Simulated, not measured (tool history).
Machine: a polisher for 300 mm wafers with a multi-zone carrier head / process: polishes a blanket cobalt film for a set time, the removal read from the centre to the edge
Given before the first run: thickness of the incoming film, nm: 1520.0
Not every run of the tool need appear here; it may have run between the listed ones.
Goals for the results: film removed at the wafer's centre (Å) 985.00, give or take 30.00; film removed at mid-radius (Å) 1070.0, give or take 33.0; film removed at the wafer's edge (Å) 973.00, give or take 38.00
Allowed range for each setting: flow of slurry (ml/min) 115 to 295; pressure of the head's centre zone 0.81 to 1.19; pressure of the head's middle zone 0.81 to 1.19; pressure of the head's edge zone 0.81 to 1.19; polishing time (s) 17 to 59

run,hour,flow of slurry (ml/min),pressure of the head's centre zone,pressure of the head's middle zone,pressure of the head's edge zone,polishing time (s),film removed at the wafer's centre (Å),film removed at mid-radius (Å),film removed at the wafer's edge (Å)
1,0.0,190,1.00,1.00,1.00,38,1573.20,1598.2,1586.90
2,6.9,190,1.00,1.03,1.00,38,1560.40,1642.5,1593.60
3,12.9,190,0.98,1.02,0.95,34,1404.80,1445.8,1413.70
4,19.9,190,0.98,1.02,0.89,34,1370.90,1468.9,1345.80
5,25.2,190,0.98,1.02,0.89,43,1761.00,1840.9,1693.40
6,31.1,190,1.01,1.02,0.89,43,1752.60,1862.1,1742.50
7,36.5,170,0.98,1.02,0.88,38,1494.50,1613.4,1492.90
8,43.7,180,0.95,1.01,0.86,34,1359.30,1460.9,1346.90
9,48.0,180,0.95,1.01,0.85,30,1197.10,1273.9,1178.10
10,54.4,180,0.94,1.01,0.84,28,1098.30,1175.8,1110.00
11,56.9,180,0.95,1.02,0.83,27,1073.70,1174.1,1025.00
12,64.7,170,0.94,1.01,0.82,26,1010.50,1092.1,1011.10

Which of these 4 next moves meets every target?
A,72.5,175,0.93,1.01,0.82,25,?,?,?
B,72.5,130,0.84,1.04,0.84,28,?,?,?
C,72.5,195,0.92,1.14,0.81,24,?,?,?
D,72.5,190,1.02,0.94,0.81,26,?,?,?

move,film removed at the wafer's centre (Å),film removed at mid-radius (Å),film removed at the wafer's edge (Å)
A,969.33,1065.2,969.89
B,969.18,1165.3,1061.10
C,940.10,1135.2,935.08
D,1082.10,1062.9,1012.80
A: all results in spec
B: moves away from the targets compared with the last run
C: brings the result that was furthest off to its target, and leaves another outside
D: moves away from the targets compared with the last run
A meets every target.
